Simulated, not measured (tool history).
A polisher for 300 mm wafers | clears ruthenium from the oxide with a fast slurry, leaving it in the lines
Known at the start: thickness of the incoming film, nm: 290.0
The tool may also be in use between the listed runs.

run	hour	flow of slurry (ml/min)	pressure of the wafer on the pad (psi)	speed of the pad under the wafer (m/s)	abrasive content of the slurry	overpolish time after the end point (s)	time until the end point was called (s)	dishing of a wide line in a test structure (angstrom)
1	0.0	275	2.0	0.90	1.0	20	95.734	413.43
2	6.1	275	2.0	1.08	1.0	20	85.374	486.95
3	12.3	275	2.1	1.08	1.0	20	80.986	506.80
4	16.3	275	2.1	1.08	1.0	17	80.554	432.87
5	19.7	275	2.1	0.96	1.0	17	87.396	394.56
6	26.9	275	2.2	0.96	1.0	18	83.257	431.30
7	35.0	275	2.3	0.96	1.0	19	79.957	469.54
8	35.7	275	2.4	0.96	1.0	20	77.088	513.20
9	37.7	275	2.5	0.96	1.0	20	74.922	536.32
10	38.4	275	2.6	0.96	1.0	20	71.732	553.23
11	46.8	275	2.7	0.96	1.0	20	68.481	604.65
12	49.1	275	2.8	0.96	1.0	20	65.658	597.46
13	54.8	275	2.8	0.96	1.0	20	64.566	577.72
14	61.6	275	2.8	0.96	1.0	21	66.504	619.84

Run 15 comes next. What will it give?
15	66.8	275	3.0	0.98	1.0	22	?	?

{"run 15": {"time until the end point was called (s)": 61.14, "dishing of a wide line in a test structure (angstrom)": 702.78}}
